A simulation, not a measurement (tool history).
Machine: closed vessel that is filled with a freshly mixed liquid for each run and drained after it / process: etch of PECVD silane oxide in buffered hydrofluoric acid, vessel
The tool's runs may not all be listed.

run,hour,temperature setpoint of the liquid (K),parts of 40 % ammonium fluoride to one part of 49 % hydrofluoric acid (parts by volume),time in the liquid (s),thickness taken off the PECVD silane oxide on a monitor wafer (angstrom)
1,0.0,297.15,9.5,105,3497.6
2,8.1,294.15,9.5,105,2983.5
3,16.4,294.15,9.5,105,2992.4
4,19.8,294.15,7.5,105,3786.5
5,23.7,294.15,7.5,110,3939.5
6,31.2,294.15,9.0,110,3179.2

What does the tool deliver on the next run?
7,39.4,293.65,9.0,110,?

Run 7 gave thickness taken off the PECVD silane oxide on a monitor wafer (angstrom) 3123.0.

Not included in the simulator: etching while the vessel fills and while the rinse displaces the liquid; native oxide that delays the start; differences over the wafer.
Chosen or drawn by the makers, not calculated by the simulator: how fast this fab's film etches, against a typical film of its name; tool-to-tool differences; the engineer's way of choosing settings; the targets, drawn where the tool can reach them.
